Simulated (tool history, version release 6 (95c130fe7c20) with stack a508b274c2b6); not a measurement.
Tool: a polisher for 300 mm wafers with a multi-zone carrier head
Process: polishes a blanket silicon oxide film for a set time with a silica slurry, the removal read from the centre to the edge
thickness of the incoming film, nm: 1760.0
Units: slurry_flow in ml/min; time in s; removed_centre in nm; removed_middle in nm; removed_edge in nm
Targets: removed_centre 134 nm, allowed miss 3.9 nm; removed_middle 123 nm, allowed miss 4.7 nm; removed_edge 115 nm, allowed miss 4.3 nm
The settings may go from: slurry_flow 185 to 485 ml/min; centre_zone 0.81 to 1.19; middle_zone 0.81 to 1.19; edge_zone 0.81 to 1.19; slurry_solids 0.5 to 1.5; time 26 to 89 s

run  hour  slurry_flow  centre_zone  middle_zone  edge_zone  slurry_solids  time  removed_centre  removed_middle  removed_edge
  1     0          310            1            1          1              1    57          231.13          229.42        226.17
  2   6.1          310         1.01            1       0.99           0.95    55           217.8          218.84        211.76
  3   8.8          310         1.02         0.99       0.98            0.9    53          207.49          210.18        197.55
  4  16.2          310         1.03         0.97       0.98           0.85    51          196.19          190.32        190.44
  5  21.1          310         1.04         0.97       0.97            0.8    49          189.21          178.56         176.3
  6  22.6          310         1.04         0.97       0.96           0.75    48          180.22          170.49        169.91
  7  23.6          310         1.04         0.97       0.95            0.7    47          172.54          161.59        159.34
  8  29.4          310         1.04         0.97       0.94            0.7    46          168.87          156.93        155.14
  9  35.2          310         1.04         0.97       0.93            0.7    45          164.71          156.47        152.62

5 next moves are on the table. One of them brings every result within its allowed miss. Which?
  A    41          225         0.85         0.86       1.04           0.95    58               ?               ?             ?
  B    41          225         0.92         0.93          1           0.65    39               ?               ?             ?
  C    41          295         0.86         0.87        1.1            0.7    40               ?               ?             ?
  D    41          315         1.08         1.04       0.93            0.5    42               ?               ?             ?
  E    41          355         1.09         0.98       0.88            0.6    37               ?               ?             ?

move  removed_centre  removed_middle  removed_edge
   A          187.46          197.46        220.55
   B           117.6          122.54        126.22
   C          121.03          126.79        142.25
   D          139.59          136.36        122.97
   E          134.86          124.09        115.09
A: further off than the last run
B: nearer than the last run, and not there yet
C: nearer than the last run, and not there yet
D: nearer than the last run, and not there yet
E: meets every target
The right move is E.
